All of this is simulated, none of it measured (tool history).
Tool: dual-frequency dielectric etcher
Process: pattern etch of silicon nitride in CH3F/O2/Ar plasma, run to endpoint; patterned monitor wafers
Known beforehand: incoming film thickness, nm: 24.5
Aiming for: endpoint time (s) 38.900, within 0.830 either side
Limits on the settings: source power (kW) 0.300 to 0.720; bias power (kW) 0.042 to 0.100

run	hour	source power (kW)	bias power (kW)	endpoint time (s)
1	0.0	0.510	0.071	31.913
2	6.2	0.470	0.071	33.212
3	13.1	0.420	0.069	35.443
4	14.8	0.390	0.068	36.702
5	22.3	0.370	0.068	37.907
6	29.1	0.440	0.068	34.679
7	34.1	0.410	0.067	36.162
8	39.0	0.390	0.067	36.879
9	40.8	0.370	0.067	37.996

Which one of the following 5 next-run settings gets every result inside its allowed miss? There is exactly one.
A	42.6	0.370	0.062	?
B	42.6	0.340	0.083	?
C	42.6	0.410	0.066	?
D	42.6	0.400	0.067	?
E	42.6	0.390	0.068	?

move	endpoint time (s)
A	39.147
B	36.625
C	36.336
D	36.581
E	36.843
A: in spec on every target
B: lands further from the targets than the last run did
C: lands further from the targets than the last run did
D: lands further from the targets than the last run did
E: lands further from the targets than the last run did
Move A is the one to make.

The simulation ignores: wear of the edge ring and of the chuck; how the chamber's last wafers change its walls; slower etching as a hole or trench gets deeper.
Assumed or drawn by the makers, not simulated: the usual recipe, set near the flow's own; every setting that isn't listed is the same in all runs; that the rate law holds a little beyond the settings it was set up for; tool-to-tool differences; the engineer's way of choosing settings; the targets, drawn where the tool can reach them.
